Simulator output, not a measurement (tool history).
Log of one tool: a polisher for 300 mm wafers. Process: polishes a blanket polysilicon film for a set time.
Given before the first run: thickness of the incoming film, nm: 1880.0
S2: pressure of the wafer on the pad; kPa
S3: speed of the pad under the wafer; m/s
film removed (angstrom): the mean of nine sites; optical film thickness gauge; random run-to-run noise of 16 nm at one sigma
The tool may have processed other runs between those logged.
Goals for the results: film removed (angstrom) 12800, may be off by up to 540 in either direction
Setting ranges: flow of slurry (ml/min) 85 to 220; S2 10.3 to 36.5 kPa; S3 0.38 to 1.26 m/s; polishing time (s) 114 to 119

run 1 day=0 | flow_of_slurry_(ml/min)=140 S2=23.4 S3=0.82 polishing_time_(s)=114 | film_removed_(angstrom)=10756
run 2 day=0.138 | flow_of_slurry_(ml/min)=140 S2=20.7 S3=0.82 polishing_time_(s)=114 | film_removed_(angstrom)=9135.7
run 3 day=0.412 | flow_of_slurry_(ml/min)=140 S2=20.7 S3=0.82 polishing_time_(s)=119 | film_removed_(angstrom)=9635.1
run 4 day=0.467 | flow_of_slurry_(ml/min)=140 S2=15.9 S3=0.82 polishing_time_(s)=119 | film_removed_(angstrom)=7568.2
run 5 day=0.688 | flow_of_slurry_(ml/min)=140 S2=15.9 S3=0.72 polishing_time_(s)=119 | film_removed_(angstrom)=6536.5
run 6 day=0.946 | flow_of_slurry_(ml/min)=140 S2=17.2 S3=0.72 polishing_time_(s)=119 | film_removed_(angstrom)=7302.9
run 7 day=1.296 | flow_of_slurry_(ml/min)=140 S2=18.6 S3=0.72 polishing_time_(s)=119 | film_removed_(angstrom)=7596
run 8 day=1.6 | flow_of_slurry_(ml/min)=140 S2=20 S3=0.72 polishing_time_(s)=119 | film_removed_(angstrom)=8187.2
run 9 day=1.892 | flow_of_slurry_(ml/min)=140 S2=21.4 S3=0.72 polishing_time_(s)=119 | film_removed_(angstrom)=9056.7
run 10 day=2.2 | flow_of_slurry_(ml/min)=140 S2=21.4 S3=0.72 polishing_time_(s)=119 | film_removed_(angstrom)=8854.3
run 11 day=2.267 | flow_of_slurry_(ml/min)=140 S2=22.1 S3=0.72 polishing_time_(s)=119 | film_removed_(angstrom)=9085.6
run 12 day=2.638 | flow_of_slurry_(ml/min)=140 S2=22.8 S3=0.72 polishing_time_(s)=119 | film_removed_(angstrom)=9387.5
run 13 day=2.883 | flow_of_slurry_(ml/min)=140 S2=23.4 S3=0.72 polishing_time_(s)=119 | film_removed_(angstrom)=9639.4

Of the 5 settings listed for the next run, only one would bring every result within its allowed miss of target. Which one?
run A day=3.129 | flow_of_slurry_(ml/min)=140 S2=17.2 S3=0.62 polishing_time_(s)=114 | film_removed_(angstrom)=?
run B day=3.129 | flow_of_slurry_(ml/min)=140 S2=26.2 S3=0.74 polishing_time_(s)=119 | film_removed_(angstrom)=?
run C day=3.129 | flow_of_slurry_(ml/min)=165 S2=19.3 S3=0.76 polishing_time_(s)=114 | film_removed_(angstrom)=?
run D day=3.129 | flow_of_slurry_(ml/min)=135 S2=33.1 S3=0.6 polishing_time_(s)=119 | film_removed_(angstrom)=?
run E day=3.129 | flow_of_slurry_(ml/min)=105 S2=31 S3=0.78 polishing_time_(s)=119 | film_removed_(angstrom)=?

move=A film_removed_(angstrom)=5986.9
move=B film_removed_(angstrom)=11098
move=C film_removed_(angstrom)=8365.4
move=D film_removed_(angstrom)=11319
move=E film_removed_(angstrom)=12854
A: misses by more than the last run did
B: gains on the last run, yet a result remains outside its allowed miss
C: misses by more than the last run did
D: gains on the last run, yet a result remains outside its allowed miss
E: every result within its allowed miss
The move that meets every target is E.
